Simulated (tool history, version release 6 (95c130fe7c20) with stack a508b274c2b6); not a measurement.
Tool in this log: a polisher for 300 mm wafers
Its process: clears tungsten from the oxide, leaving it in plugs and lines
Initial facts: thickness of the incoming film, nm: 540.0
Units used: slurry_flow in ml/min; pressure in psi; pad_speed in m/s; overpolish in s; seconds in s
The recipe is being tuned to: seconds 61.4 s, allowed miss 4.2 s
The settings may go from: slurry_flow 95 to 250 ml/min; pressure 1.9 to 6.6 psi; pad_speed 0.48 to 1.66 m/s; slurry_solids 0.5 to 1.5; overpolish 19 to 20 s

run  hour  slurry_flow  pressure  pad_speed  slurry_solids  overpolish  seconds
  1     0          160       4.2       1.06              1          19   91.748
  2   2.3          160       4.2       1.06           1.15          19   84.431
  3   7.9          160       4.4       1.06           1.15          19   82.073
  4   9.8          160       4.4       1.06            1.3          19   77.128
  5  15.8          160       4.6       1.06            1.3          19   74.079
  6  22.6          190       4.6       1.06            1.3          19   72.176
  7  23.2          190       4.7       1.06            1.3          19   72.833
  8  25.6          190       4.8       1.06            1.3          19   68.825
  9  32.9          190       4.9       1.06            1.3          19   69.744
 10  41.2          190         5       1.06            1.3          19   71.194
 11  45.3          190       5.1       1.08            1.3          19   66.389
 12  50.3          190       5.1       1.08            1.3          19   69.707

Which of these 4 next moves meets every target?
  A  55.3          180       4.6       0.98            1.3          20        ?
  B  55.3          180       4.4        1.1           1.25          19        ?
  C  55.3          200       5.2       1.14           1.35          20        ?
  D  55.3          235       5.5       0.82           1.45          20        ?

move  seconds
   A   81.901
   B   76.708
   C   62.472
   D    78.74
A: misses by more than the last run did
B: misses by more than the last run did
C: every result lands within tolerance
D: misses by more than the last run did
Answer: C
